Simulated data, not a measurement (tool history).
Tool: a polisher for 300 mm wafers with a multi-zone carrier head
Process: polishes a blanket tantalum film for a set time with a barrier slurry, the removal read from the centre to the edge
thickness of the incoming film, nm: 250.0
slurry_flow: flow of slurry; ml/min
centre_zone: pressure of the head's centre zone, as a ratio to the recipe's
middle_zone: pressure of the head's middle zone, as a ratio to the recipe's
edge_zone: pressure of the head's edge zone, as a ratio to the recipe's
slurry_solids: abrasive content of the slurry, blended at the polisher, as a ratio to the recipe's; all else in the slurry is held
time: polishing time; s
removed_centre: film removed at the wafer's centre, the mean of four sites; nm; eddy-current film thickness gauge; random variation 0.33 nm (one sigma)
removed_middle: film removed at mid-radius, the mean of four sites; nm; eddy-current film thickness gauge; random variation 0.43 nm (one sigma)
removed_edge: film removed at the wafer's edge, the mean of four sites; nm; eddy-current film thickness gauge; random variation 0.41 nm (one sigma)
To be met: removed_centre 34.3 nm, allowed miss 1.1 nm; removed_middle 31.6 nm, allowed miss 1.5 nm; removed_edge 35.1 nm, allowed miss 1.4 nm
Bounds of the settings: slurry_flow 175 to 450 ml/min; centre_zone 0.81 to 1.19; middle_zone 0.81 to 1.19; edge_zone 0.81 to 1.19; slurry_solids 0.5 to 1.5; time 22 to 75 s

Run 1, hour 0: slurry_flow 290 ml/min, centre_zone 1, middle_zone 1, edge_zone 1, slurry_solids 1, time 48 s. Result: removed_centre 51.146 nm, removed_middle 52.595 nm, removed_edge 50.538 nm.
Run 2, hour 1.1: slurry_flow 285 ml/min, centre_zone 0.99, middle_zone 0.97, edge_zone 0.99, slurry_solids 0.9, time 46 s. Result: removed_centre 47.416 nm, removed_middle 47.81 nm, removed_edge 47.154 nm.
Run 3, hour 3.2: slurry_flow 285 ml/min, centre_zone 0.98, middle_zone 0.95, edge_zone 0.98, slurry_solids 0.85, time 44 s. Result: removed_centre 43.949 nm, removed_middle 44.043 nm, removed_edge 43.389 nm.
Run 4, hour 5.6: slurry_flow 285 ml/min, centre_zone 0.9, middle_zone 0.95, edge_zone 0.98, slurry_solids 0.85, time 44 s. Result: removed_centre 40.988 nm, removed_middle 45.022 nm, removed_edge 43.231 nm.
Run 5, hour 9.7: slurry_flow 280 ml/min, centre_zone 0.91, middle_zone 0.93, edge_zone 0.98, slurry_solids 0.8, time 43 s. Result: removed_centre 39.85 nm, removed_middle 41.659 nm, removed_edge 42.094 nm.
Run 6, hour 18.3: slurry_flow 280 ml/min, centre_zone 0.91, middle_zone 0.93, edge_zone 0.98, slurry_solids 0.6, time 43 s. Result: removed_centre 35.227 nm, removed_middle 37.524 nm, removed_edge 37.205 nm.
Run 7, hour 18.9: slurry_flow 280 ml/min, centre_zone 0.91, middle_zone 0.91, edge_zone 0.98, slurry_solids 0.6, time 43 s. Result: removed_centre 35.456 nm, removed_middle 36.312 nm, removed_edge 37.603 nm.
Run 8, hour 24.1: slurry_flow 280 ml/min, centre_zone 0.91, middle_zone 0.9, edge_zone 0.97, slurry_solids 0.6, time 43 s. Result: removed_centre 35.538 nm, removed_middle 36.016 nm, removed_edge 37.1 nm.
Run 9, hour 24.7: slurry_flow 280 ml/min, centre_zone 0.91, middle_zone 0.89, edge_zone 0.97, slurry_solids 0.6, time 43 s. Result: removed_centre 35.794 nm, removed_middle 35.665 nm, removed_edge 36.981 nm.
Run 10, hour 32.4: slurry_flow 260 ml/min, centre_zone 0.91, middle_zone 0.81, edge_zone 0.96, slurry_solids 0.5, time 42 s. Result: removed_centre 31.636 nm, removed_middle 30.236 nm, removed_edge 33.143 nm.
Run 11, hour 35: slurry_flow 270 ml/min, centre_zone 0.92, middle_zone 0.81, edge_zone 0.97, slurry_solids 0.5, time 42 s. Result: removed_centre 32.411 nm, removed_middle 29.85 nm, removed_edge 33.309 nm.
Run 12, hour 41.2: slurry_flow 270 ml/min, centre_zone 0.92, middle_zone 0.81, edge_zone 0.97, slurry_solids 0.5, time 42 s. Result: removed_centre 31.622 nm, removed_middle 29.864 nm, removed_edge 33.392 nm.
Run 13, hour 45: slurry_flow 275 ml/min, centre_zone 0.93, middle_zone 0.82, edge_zone 0.98, slurry_solids 0.5, time 42 s. Result: removed_centre 32.25 nm, removed_middle 29.883 nm, removed_edge 34.437 nm.
Run 14, hour 47.5: slurry_flow 280 ml/min, centre_zone 0.94, middle_zone 0.83, edge_zone 0.98, slurry_solids 0.5, time 42 s. Result: removed_centre 32.529 nm, removed_middle 30.703 nm, removed_edge 34.242 nm.
Run 15, hour 50.6: slurry_flow 285 ml/min, centre_zone 0.95, middle_zone 0.83, edge_zone 0.98, slurry_solids 0.5, time 42 s. Result: removed_centre 32.738 nm, removed_middle 30.213 nm, removed_edge 33.878 nm.

5 next moves are on the table. One of them brings every result within its allowed miss. Which?
Run A, hour 53.7: slurry_flow 395 ml/min, centre_zone 0.94, middle_zone 0.81, edge_zone 0.98, slurry_solids 0.55, time 41 s. Result: removed_centre ?, removed_middle ?, removed_edge ?.
Run B, hour 53.7: slurry_flow 280 ml/min, centre_zone 0.87, middle_zone 0.92, edge_zone 1.04, slurry_solids 0.5, time 42 s. Result: removed_centre ?, removed_middle ?, removed_edge ?.
Run C, hour 53.7: slurry_flow 315 ml/min, centre_zone 0.9, middle_zone 0.81, edge_zone 1.12, slurry_solids 0.7, time 37 s. Result: removed_centre ?, removed_middle ?, removed_edge ?.
Run D, hour 53.7: slurry_flow 190 ml/min, centre_zone 1.02, middle_zone 0.89, edge_zone 0.91, slurry_solids 0.8, time 34 s. Result: removed_centre ?, removed_middle ?, removed_edge ?.
Run E, hour 53.7: slurry_flow 295 ml/min, centre_zone 0.98, middle_zone 0.92, edge_zone 1.05, slurry_solids 0.5, time 39 s. Result: removed_centre ?, removed_middle ?, removed_edge ?.

move  removed_centre  removed_middle  removed_edge
   A          34.489          31.342        34.813
   B          30.524           32.67        34.265
   C          32.395          30.703        36.435
   D          33.081           29.97        30.681
   E          31.817          30.467        32.077
A: meets every target
B: further off than the last run
C: further off than the last run
D: further off than the last run
E: further off than the last run
Move A is the one to make.
